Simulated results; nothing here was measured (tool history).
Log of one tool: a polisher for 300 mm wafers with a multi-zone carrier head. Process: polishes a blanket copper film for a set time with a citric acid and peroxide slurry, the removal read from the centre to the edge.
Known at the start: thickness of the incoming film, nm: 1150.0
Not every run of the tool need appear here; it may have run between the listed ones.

| run | hour | flow of slurry (ml/min) | pressure of the head's centre zone | pressure of the head's middle zone | pressure of the head's edge zone | abrasive content of the slurry | polishing time (s) | film removed at the wafer's centre (Å) | film removed at mid-radius (Å) | film removed at the wafer's edge (Å) |
|---|---|---|---|---|---|---|---|---|---|---|
| 1 | 0.0 | 295 | 1.00 | 1.00 | 1.00 | 1.00 | 84 | 2035.1 | 1972.6 | 1988.5 |
| 2 | 7.7 | 290 | 0.96 | 1.00 | 0.97 | 0.85 | 80 | 1742.1 | 1770.6 | 1749.8 |
| 3 | 10.6 | 290 | 0.96 | 1.00 | 0.97 | 0.85 | 100 | 2183.6 | 2231.5 | 2221.1 |
| 4 | 17.3 | 290 | 0.96 | 0.94 | 0.97 | 0.85 | 100 | 2195.7 | 2132.6 | 2224.9 |
| 5 | 24.8 | 290 | 0.96 | 0.94 | 0.97 | 0.65 | 100 | 2044.4 | 1997.5 | 2100.6 |
| 6 | 30.5 | 285 | 0.93 | 0.95 | 0.94 | 0.60 | 94 | 1801.4 | 1797.8 | 1865.9 |

Run 7 is up next; what results do you expect?
| 7 | 36.5 | 280 | 0.90 | 0.97 | 0.91 | 0.55 | 91 | ? | ? | ? |

Run 7 gave film removed at the wafer's centre (Å) 1617.3, film removed at mid-radius (Å) 1729.2, film removed at the wafer's edge (Å) 1710.8.

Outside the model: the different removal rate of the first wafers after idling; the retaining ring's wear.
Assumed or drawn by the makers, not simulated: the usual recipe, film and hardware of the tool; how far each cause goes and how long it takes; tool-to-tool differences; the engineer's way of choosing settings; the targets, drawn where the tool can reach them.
